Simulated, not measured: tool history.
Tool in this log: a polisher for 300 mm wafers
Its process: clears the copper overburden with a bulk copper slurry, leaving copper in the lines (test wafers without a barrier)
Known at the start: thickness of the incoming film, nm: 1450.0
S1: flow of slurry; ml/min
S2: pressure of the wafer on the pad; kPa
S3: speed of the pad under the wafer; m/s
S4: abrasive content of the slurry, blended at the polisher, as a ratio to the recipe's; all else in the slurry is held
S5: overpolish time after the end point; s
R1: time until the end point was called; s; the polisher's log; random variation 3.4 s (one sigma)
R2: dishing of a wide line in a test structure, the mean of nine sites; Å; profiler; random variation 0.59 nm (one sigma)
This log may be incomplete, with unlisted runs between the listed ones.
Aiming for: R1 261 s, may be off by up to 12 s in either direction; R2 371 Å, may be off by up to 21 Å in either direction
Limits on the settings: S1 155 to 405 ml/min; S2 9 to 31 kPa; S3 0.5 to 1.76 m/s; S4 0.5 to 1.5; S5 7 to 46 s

run	hour	S1	S2	S3	S4	S5	R1	R2
1	0	260	20	1.12	1	24	182.63	431
2	0.7	260	20	1.12	1	28	179.36	414.84
3	2.4	260	20	1.12	1.05	28	175.86	423.39
4	4.8	300	20	1.12	1.05	28	173.77	439.18
5	11.3	300	20	1.38	1.05	28	149.57	436.21
6	17	285	18.6	1.38	1.05	28	157.06	424.11
7	21	280	17.2	1.36	1.05	28	169.88	421.58
8	26	265	15.9	1.36	1.05	28	182.07	426.84
9	33.3	250	15.2	1.36	0.95	28	195.07	414.97
10	34.4	235	14.5	1.36	0.9	28	207.89	406.26
11	39.7	235	14.5	1.36	0.9	28	207.07	406.41
12	41.4	225	13.8	1.36	0.85	28	214.22	419.1
13	44.4	220	13.1	1.36	0.9	26	220.23	404.61
14	46.9	210	12.4	1.36	0.9	24	230.64	382.99

Of the 4 settings listed for the next run, only one would bring every result within its allowed miss of target. Which one?
A	49.4	210	15.2	1.38	0.9	19	?	?
B	49.4	280	12.4	1.1	0.75	46	?	?
C	49.4	155	17.2	1.1	0.85	18	?	?
D	49.4	170	11	1.44	0.9	22	?	?

move	R1	R2
A	203.04	395.91
B	271.15	410.35
C	235.33	382.43
D	258.71	377.6
A: further off than the last run
B: meets the target for the result that was furthest off, but another lies outside its allowed miss
C: closer than the last run, but not yet in spec
D: each result inside its tolerance
Move D is the one to make.

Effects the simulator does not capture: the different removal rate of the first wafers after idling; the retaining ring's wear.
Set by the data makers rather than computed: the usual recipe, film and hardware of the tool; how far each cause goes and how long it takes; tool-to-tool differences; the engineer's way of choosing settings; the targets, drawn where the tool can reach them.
